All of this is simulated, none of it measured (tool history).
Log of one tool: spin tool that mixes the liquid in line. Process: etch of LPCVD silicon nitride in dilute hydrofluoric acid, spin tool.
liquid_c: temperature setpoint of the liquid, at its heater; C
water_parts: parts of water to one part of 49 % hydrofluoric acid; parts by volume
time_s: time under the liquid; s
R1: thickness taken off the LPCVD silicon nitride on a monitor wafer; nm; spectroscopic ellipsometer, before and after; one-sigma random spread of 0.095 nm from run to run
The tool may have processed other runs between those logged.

{"run": 1, "hour": 0.0, "liquid_c": 23.0, "water_parts": 60, "time_s": 295, "R1": 2.1011}
{"run": 2, "hour": 4.6, "liquid_c": 23.0, "water_parts": 60, "time_s": 315, "R1": 2.3213}
{"run": 3, "hour": 11.1, "liquid_c": 25.0, "water_parts": 60, "time_s": 315, "R1": 2.5535}
{"run": 4, "hour": 13.1, "liquid_c": 25.0, "water_parts": 60, "time_s": 295, "R1": 2.5297}
{"run": 5, "hour": 13.9, "liquid_c": 25.0, "water_parts": 60, "time_s": 315, "R1": 2.563}
{"run": 6, "hour": 20.6, "liquid_c": 25.0, "water_parts": 60, "time_s": 315, "R1": 2.6145}
{"run": 7, "hour": 28.1, "liquid_c": 25.5, "water_parts": 60, "time_s": 315, "R1": 2.7496}
{"run": 8, "hour": 31.2, "liquid_c": 25.5, "water_parts": 60, "time_s": 315, "R1": 2.6454}

Run 9 has not been measured yet. What should we expect?
{"run": 9, "hour": 39.2, "liquid_c": 26.0, "water_parts": 60, "time_s": 315, "R1": "?"}

{"run 9": {"R1": 2.7054}}
